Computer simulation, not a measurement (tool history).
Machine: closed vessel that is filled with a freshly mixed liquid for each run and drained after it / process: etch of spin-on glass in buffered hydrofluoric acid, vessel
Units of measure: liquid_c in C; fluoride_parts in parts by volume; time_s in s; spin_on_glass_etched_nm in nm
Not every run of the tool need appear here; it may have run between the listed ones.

run 1 day=0.000 | liquid_c=23.0 fluoride_parts=8.5 time_s=100 | spin_on_glass_etched_nm=209.40
run 2 day=0.375 | liquid_c=23.0 fluoride_parts=8.5 time_s=100 | spin_on_glass_etched_nm=210.04
run 3 day=0.708 | liquid_c=23.0 fluoride_parts=8.5 time_s=100 | spin_on_glass_etched_nm=208.90
run 4 day=0.900 | liquid_c=24.5 fluoride_parts=8.0 time_s=100 | spin_on_glass_etched_nm=242.34
run 5 day=1.058 | liquid_c=24.5 fluoride_parts=8.0 time_s=105 | spin_on_glass_etched_nm=255.94
run 6 day=1.158 | liquid_c=27.5 fluoride_parts=8.0 time_s=105 | spin_on_glass_etched_nm=296.35
run 7 day=1.279 | liquid_c=31.0 fluoride_parts=7.0 time_s=105 | spin_on_glass_etched_nm=413.63

Estimate the outcome of run 8 from the log above:
run 8 day=1.433 | liquid_c=30.5 fluoride_parts=7.0 time_s=105 | spin_on_glass_etched_nm=?

Run 8 yielded spin_on_glass_etched_nm 410.36 nm.

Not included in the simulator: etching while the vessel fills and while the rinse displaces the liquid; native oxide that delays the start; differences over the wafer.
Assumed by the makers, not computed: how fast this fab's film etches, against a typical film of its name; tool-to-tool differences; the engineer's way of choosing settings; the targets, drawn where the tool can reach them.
